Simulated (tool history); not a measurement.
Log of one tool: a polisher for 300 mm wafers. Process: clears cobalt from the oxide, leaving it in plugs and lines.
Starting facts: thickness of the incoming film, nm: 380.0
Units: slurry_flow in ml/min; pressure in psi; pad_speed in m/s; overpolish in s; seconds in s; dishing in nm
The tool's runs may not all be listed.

| run | hour | slurry_flow | pressure | pad_speed | overpolish | seconds | dishing |
|---|---|---|---|---|---|---|---|
| 1 | 0.0 | 160 | 1.6 | 0.96 | 9 | 103.500 | 22.812 |
| 2 | 7.7 | 160 | 1.6 | 0.96 | 8 | 102.500 | 20.731 |
| 3 | 15.6 | 125 | 1.6 | 0.96 | 8 | 104.980 | 20.118 |
| 4 | 19.7 | 115 | 1.9 | 0.96 | 6 | 93.243 | 18.673 |
| 5 | 21.9 | 115 | 1.9 | 0.96 | 4 | 90.983 | 13.555 |
| 6 | 24.2 | 130 | 2.1 | 0.96 | 4 | 81.907 | 14.818 |
| 7 | 26.0 | 135 | 2.3 | 0.98 | 4 | 71.846 | 15.888 |
| 8 | 30.0 | 140 | 2.4 | 1.00 | 4 | 68.595 | 16.845 |
| 9 | 38.7 | 140 | 2.5 | 1.02 | 4 | 64.117 | 17.668 |

What will run 10 give?
| 10 | 39.5 | 145 | 2.5 | 1.04 | 4 | ? | ? |

seconds: 61.505 s
dishing: 17.716 nm

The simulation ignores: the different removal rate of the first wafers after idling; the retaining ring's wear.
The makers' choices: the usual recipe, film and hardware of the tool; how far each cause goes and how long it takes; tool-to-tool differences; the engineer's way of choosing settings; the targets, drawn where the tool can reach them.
